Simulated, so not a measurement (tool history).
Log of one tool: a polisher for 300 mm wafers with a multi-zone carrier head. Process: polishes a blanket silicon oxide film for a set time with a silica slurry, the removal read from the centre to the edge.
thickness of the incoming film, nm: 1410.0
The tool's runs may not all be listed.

run,hour,flow of slurry (ml/min),pressure of the head's centre zone,pressure of the head's middle zone,pressure of the head's edge zone,abrasive content of the slurry,polishing time (s),film removed at the wafer's centre (nm),film removed at mid-radius (nm),film removed at the wafer's edge (nm)
1,0.0,235,1.00,1.00,1.00,1.00,36,95.360,94.189,96.464
2,2.9,235,1.00,1.00,1.00,1.15,36,99.948,97.957,97.937
3,9.7,240,1.02,1.00,0.96,1.00,33,89.671,86.378,83.797
4,15.4,240,1.01,0.98,0.93,0.90,32,83.730,78.872,79.798
5,16.4,245,1.01,0.98,0.91,0.80,30,73.223,71.704,71.509
6,19.6,245,1.01,1.04,0.91,0.80,30,72.442,75.270,69.558

The next listed run, before its measurement:
7,21.9,220,1.05,0.94,0.82,0.55,28,?,?,?

{"run 7": {"film removed at the wafer's centre (nm)": 62.74, "film removed at mid-radius (nm)": 56.186, "film removed at the wafer's edge (nm)": 55.704}}

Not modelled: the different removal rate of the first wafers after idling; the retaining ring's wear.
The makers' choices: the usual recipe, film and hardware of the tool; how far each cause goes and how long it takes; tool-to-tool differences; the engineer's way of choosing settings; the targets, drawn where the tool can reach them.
